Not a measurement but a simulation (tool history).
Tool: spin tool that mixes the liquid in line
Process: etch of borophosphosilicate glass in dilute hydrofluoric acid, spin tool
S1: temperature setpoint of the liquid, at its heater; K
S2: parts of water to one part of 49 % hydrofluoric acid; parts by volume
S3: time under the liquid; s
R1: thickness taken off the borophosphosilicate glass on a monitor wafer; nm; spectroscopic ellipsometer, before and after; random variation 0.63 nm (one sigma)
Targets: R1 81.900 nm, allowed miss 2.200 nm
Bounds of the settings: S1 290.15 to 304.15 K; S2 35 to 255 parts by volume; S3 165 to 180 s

{"run": 1, "hour": 0.0, "S1": 296.15, "S2": 145, "S3": 165, "R1": 54.291}
{"run": 2, "hour": 5.8, "S1": 298.15, "S2": 140, "S3": 165, "R1": 60.136}
{"run": 3, "hour": 10.5, "S1": 298.15, "S2": 170, "S3": 165, "R1": 47.851}
{"run": 4, "hour": 12.8, "S1": 298.15, "S2": 130, "S3": 165, "R1": 66.265}
{"run": 5, "hour": 16.9, "S1": 301.15, "S2": 130, "S3": 165, "R1": 73.869}
{"run": 6, "hour": 22.6, "S1": 301.15, "S2": 130, "S3": 165, "R1": 73.547}
{"run": 7, "hour": 25.0, "S1": 301.65, "S2": 130, "S3": 165, "R1": 76.139}
{"run": 8, "hour": 31.3, "S1": 302.15, "S2": 130, "S3": 165, "R1": 78.269}
{"run": 9, "hour": 32.5, "S1": 303.15, "S2": 130, "S3": 165, "R1": 80.037}

Which of these 4 next moves meets every target?
{"run": "A", "hour": 33.7, "S1": 299.15, "S2": 115, "S3": 170, "R1": "?"}
{"run": "B", "hour": 33.7, "S1": 304.15, "S2": 150, "S3": 180, "R1": "?"}
{"run": "C", "hour": 33.7, "S1": 303.65, "S2": 135, "S3": 165, "R1": "?"}
{"run": "D", "hour": 33.7, "S1": 304.15, "S2": 145, "S3": 175, "R1": "?"}

move=A R1=81.224
move=B R1=75.815
move=C R1=77.393
move=D R1=76.765
A: meets every target
B: further off than the last run
C: further off than the last run
D: further off than the last run
Answer: A

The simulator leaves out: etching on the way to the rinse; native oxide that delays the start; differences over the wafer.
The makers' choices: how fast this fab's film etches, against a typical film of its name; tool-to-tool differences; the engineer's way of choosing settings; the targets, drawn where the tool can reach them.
